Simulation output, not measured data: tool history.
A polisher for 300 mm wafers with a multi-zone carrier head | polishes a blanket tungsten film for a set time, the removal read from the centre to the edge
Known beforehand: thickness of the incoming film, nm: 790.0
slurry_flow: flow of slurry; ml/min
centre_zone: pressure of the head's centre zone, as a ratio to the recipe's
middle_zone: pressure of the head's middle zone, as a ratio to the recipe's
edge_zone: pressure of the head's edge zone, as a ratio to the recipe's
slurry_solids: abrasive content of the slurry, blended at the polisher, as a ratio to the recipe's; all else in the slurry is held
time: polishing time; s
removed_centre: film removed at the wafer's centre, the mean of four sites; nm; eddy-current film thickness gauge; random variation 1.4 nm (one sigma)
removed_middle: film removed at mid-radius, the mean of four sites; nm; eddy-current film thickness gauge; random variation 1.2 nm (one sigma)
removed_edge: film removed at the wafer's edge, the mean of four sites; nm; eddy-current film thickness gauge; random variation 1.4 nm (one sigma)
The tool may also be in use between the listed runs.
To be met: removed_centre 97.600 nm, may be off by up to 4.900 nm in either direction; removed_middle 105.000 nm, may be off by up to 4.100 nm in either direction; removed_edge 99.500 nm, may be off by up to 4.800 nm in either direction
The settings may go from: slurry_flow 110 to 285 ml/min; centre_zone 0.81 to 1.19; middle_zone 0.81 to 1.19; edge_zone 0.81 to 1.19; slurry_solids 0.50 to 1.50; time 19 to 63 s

run  hour  slurry_flow  centre_zone  middle_zone  edge_zone  slurry_solids  time  removed_centre  removed_middle  removed_edge
  1   0.0          180         1.00         1.00       1.00           1.00    41         148.670         147.110       148.870
  2   7.6          180         0.99         1.00       0.99           0.95    40         142.890         144.500       147.290
  3  10.9          180         0.99         1.01       0.98           0.95    38         129.960         136.050       133.530
  4  19.4          180         0.99         1.01       0.98           0.75    38         125.780         129.970       129.640
  5  26.2          180         1.07         1.01       0.98           0.75    38         138.490         129.630       129.740
  6  32.1          155         1.07         1.01       0.98           0.75    38         135.710         124.890       125.020
  7  33.4          150         1.06         1.01       0.97           0.70    38         127.270         124.220       123.090
  8  41.7          150         1.06         1.01       0.96           0.70    38         125.980         122.680       120.990
  9  43.8          150         1.06         1.01       0.95           0.70    38         132.130         125.230       120.560
 10  51.6          145         1.05         1.01       0.95           0.70    38         125.680         123.450       118.390
 11  58.5          145         1.04         1.00       0.94           0.70    38         124.000         122.810       121.500
 12  65.4          135         1.03         1.02       0.93           0.60    35         108.830         107.560       105.740
 13  74.0          135         1.02         1.02       0.93           0.60    35         106.540         108.310       104.610
     83.0  -- slurry nozzle cleaned
 14  83.0          125         1.00         1.03       0.92           0.60    35         110.700         112.070       104.640
 15  85.3          125         0.99         1.03       0.92           0.60    35         108.990         115.110       107.210
 16  87.6          125         0.99         1.03       0.91           0.60    35         108.940         112.530       106.830

Of the 5 settings listed for the next run, only one would bring every result within its allowed miss of target. Which one?
  A  89.9          195         0.90         1.17       0.98           0.80    29               ?               ?             ?
  B  89.9          120         0.97         0.91       0.91           0.65    31               ?               ?             ?
  C  89.9          120         0.92         0.98       0.85           0.75    32               ?               ?             ?
  D  89.9          115         1.09         1.02       0.90           0.50    37               ?               ?             ?
  E  89.9          115         0.81         1.06       0.97           0.50    39               ?               ?             ?

move  removed_centre  removed_middle  removed_edge
   A          94.776         119.570       100.470
   B          95.316          91.409        93.863
   C          96.401         103.640        96.944
   D         119.710         112.130       104.420
   E          93.564         122.230       113.920
A: corrects the largest miss of the last run, while another result sits out of spec
B: corrects the largest miss of the last run, while another result sits out of spec
C: every result within its allowed miss
D: lands further from the targets than the last run did
E: corrects the largest miss of the last run, while another result sits out of spec
C meets every target.
